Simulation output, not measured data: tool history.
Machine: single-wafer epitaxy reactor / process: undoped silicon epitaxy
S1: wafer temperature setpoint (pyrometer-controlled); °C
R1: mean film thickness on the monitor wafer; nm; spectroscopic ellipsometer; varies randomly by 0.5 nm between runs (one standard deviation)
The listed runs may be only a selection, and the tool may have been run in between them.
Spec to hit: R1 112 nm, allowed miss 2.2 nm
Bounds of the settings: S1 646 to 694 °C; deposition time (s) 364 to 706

{"run": 1, "hour": 0.0, "S1": 670, "deposition time (s)": 535, "R1": 147.51}
{"run": 2, "hour": 1.3, "S1": 670, "deposition time (s)": 578, "R1": 159.27}
{"run": 3, "hour": 2.8, "S1": 680, "deposition time (s)": 578, "R1": 200.51}
{"run": 4, "hour": 7.9, "S1": 680, "deposition time (s)": 637, "R1": 221.29}
{"run": 5, "hour": 11.8, "S1": 675, "deposition time (s)": 636, "R1": 197.86}
{"run": 6, "hour": 15.4, "S1": 680, "deposition time (s)": 636, "R1": 221.7}
{"run": 7, "hour": 22.5, "S1": 675, "deposition time (s)": 635, "R1": 195.29}
{"run": 8, "hour": 24.5, "S1": 671, "deposition time (s)": 634, "R1": 179.97}
{"run": 9, "hour": 26.1, "S1": 667, "deposition time (s)": 633, "R1": 162.85}
{"run": 10, "hour": 29.4, "S1": 664, "deposition time (s)": 632, "R1": 150.24}
{"run": 11, "hour": 36.7, "S1": 662, "deposition time (s)": 632, "R1": 143.79}
{"run": 12, "hour": 38.6, "S1": 650, "deposition time (s)": 629, "R1": 106.21}
{"hour": 46.1, "done": "pyrometer calibrated"}
{"run": 13, "hour": 46.1, "S1": 650, "deposition time (s)": 629, "R1": 99.721}
{"run": 14, "hour": 50.2, "S1": 651, "deposition time (s)": 629, "R1": 102.81}

Which one of the following 5 next-run settings gets every result inside its allowed miss? There is exactly one.
{"run": "A", "hour": 54.3, "S1": 656, "deposition time (s)": 632, "R1": "?"}
{"run": "B", "hour": 54.3, "S1": 653, "deposition time (s)": 655, "R1": "?"}
{"run": "C", "hour": 54.3, "S1": 660, "deposition time (s)": 573, "R1": "?"}
{"run": "D", "hour": 54.3, "S1": 648, "deposition time (s)": 604, "R1": "?"}
{"run": "E", "hour": 54.3, "S1": 650, "deposition time (s)": 634, "R1": "?"}

move=A R1=116.78
move=B R1=112.38
move=C R1=116.78
move=D R1=91.471
move=E R1=100.95
A: takes the biggest miss from the last run beyond its target
B: all results in spec
C: takes the biggest miss from the last run beyond its target
D: misses by more than the last run did
E: misses by more than the last run did
The right move is B.

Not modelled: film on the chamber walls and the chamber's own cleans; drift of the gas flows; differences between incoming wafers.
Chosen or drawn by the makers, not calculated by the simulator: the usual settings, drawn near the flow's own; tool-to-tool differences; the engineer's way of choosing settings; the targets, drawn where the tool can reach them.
